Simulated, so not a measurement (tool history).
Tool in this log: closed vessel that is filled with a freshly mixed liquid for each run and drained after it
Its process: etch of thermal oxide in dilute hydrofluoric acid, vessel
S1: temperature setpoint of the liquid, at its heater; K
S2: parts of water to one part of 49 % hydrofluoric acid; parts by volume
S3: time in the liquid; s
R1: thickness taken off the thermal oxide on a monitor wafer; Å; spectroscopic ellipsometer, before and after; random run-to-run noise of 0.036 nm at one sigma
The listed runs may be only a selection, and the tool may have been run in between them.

run,day,S1,S2,S3,R1
1,0.000,295.15,95,125,53.091
2,0.288,296.15,95,125,55.187
3,0.450,296.65,95,125,56.825
4,0.475,297.15,95,125,57.224
5,0.646,297.15,75,125,75.105
6,0.917,297.15,75,100,60.113
7,1.062,297.65,75,100,61.472
8,1.300,298.15,75,100,62.313
9,1.571,298.65,75,100,63.987
10,1.833,299.15,75,100,64.816

Run 11 has not been measured yet. What should we expect?
11,2.179,299.65,75,100,?

Run 11 yielded R1 65.835 Å.
